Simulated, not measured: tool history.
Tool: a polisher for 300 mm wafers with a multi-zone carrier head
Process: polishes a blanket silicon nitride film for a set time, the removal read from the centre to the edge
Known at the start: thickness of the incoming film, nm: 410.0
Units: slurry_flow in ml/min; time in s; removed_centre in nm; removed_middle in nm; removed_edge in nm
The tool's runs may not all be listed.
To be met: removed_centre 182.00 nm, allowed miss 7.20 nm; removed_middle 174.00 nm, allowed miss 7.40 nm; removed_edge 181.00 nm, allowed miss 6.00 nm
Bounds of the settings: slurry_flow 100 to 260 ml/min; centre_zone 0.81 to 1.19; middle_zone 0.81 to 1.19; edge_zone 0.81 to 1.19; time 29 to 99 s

{"run": 1, "day": 0.0, "slurry_flow": 165, "centre_zone": 1.0, "middle_zone": 1.0, "edge_zone": 1.0, "time": 64, "removed_centre": 149.3, "removed_middle": 141.53, "removed_edge": 141.94}
{"run": 2, "day": 0.288, "slurry_flow": 170, "centre_zone": 1.0, "middle_zone": 1.01, "edge_zone": 1.03, "time": 66, "removed_centre": 151.13, "removed_middle": 153.65, "removed_edge": 146.25}
{"run": 3, "day": 0.375, "slurry_flow": 170, "centre_zone": 1.0, "middle_zone": 0.99, "edge_zone": 1.04, "time": 68, "removed_centre": 153.13, "removed_middle": 151.21, "removed_edge": 154.34}
{"run": 4, "day": 0.729, "slurry_flow": 175, "centre_zone": 1.01, "middle_zone": 0.99, "edge_zone": 1.05, "time": 69, "removed_centre": 161.31, "removed_middle": 156.9, "removed_edge": 159.54}
{"run": 5, "day": 0.988, "slurry_flow": 175, "centre_zone": 1.01, "middle_zone": 1.04, "edge_zone": 1.05, "time": 69, "removed_centre": 159.33, "removed_middle": 159.25, "removed_edge": 156.7}
{"run": 6, "day": 1.279, "slurry_flow": 185, "centre_zone": 1.02, "middle_zone": 1.04, "edge_zone": 1.06, "time": 70, "removed_centre": 164.22, "removed_middle": 162.63, "removed_edge": 164.22}
{"day": 1.542, "done": "worn pad replaced by a new one"}
{"run": 7, "day": 1.542, "slurry_flow": 190, "centre_zone": 1.03, "middle_zone": 1.05, "edge_zone": 1.06, "time": 70, "removed_centre": 178.52, "removed_middle": 180.68, "removed_edge": 174.49}
{"run": 8, "day": 1.633, "slurry_flow": 190, "centre_zone": 1.03, "middle_zone": 1.04, "edge_zone": 1.06, "time": 70, "removed_centre": 181.63, "removed_middle": 172.36, "removed_edge": 171.53}

Which of these 4 next moves meets every target?
{"run": "A", "day": 1.725, "slurry_flow": 205, "centre_zone": 1.11, "middle_zone": 1.08, "edge_zone": 1.04, "time": 64, "removed_centre": "?", "removed_middle": "?", "removed_edge": "?"}
{"run": "B", "day": 1.725, "slurry_flow": 190, "centre_zone": 1.03, "middle_zone": 1.02, "edge_zone": 1.14, "time": 70, "removed_centre": "?", "removed_middle": "?", "removed_edge": "?"}
{"run": "C", "day": 1.725, "slurry_flow": 235, "centre_zone": 1.09, "middle_zone": 1.04, "edge_zone": 0.99, "time": 67, "removed_centre": "?", "removed_middle": "?", "removed_edge": "?"}
{"run": "D", "day": 1.725, "slurry_flow": 210, "centre_zone": 1.04, "middle_zone": 1.03, "edge_zone": 1.08, "time": 67, "removed_centre": "?", "removed_middle": "?", "removed_edge": "?"}

move=A removed_centre=181.17 removed_middle=168.49 removed_edge=154.20
move=B removed_centre=181.29 removed_middle=173.53 removed_edge=175.24
move=C removed_centre=190.12 removed_middle=174.08 removed_edge=159.92
move=D removed_centre=178.26 removed_middle=170.06 removed_edge=165.03
A: further off than the last run
B: meets every target
C: further off than the last run
D: further off than the last run
Answer: B

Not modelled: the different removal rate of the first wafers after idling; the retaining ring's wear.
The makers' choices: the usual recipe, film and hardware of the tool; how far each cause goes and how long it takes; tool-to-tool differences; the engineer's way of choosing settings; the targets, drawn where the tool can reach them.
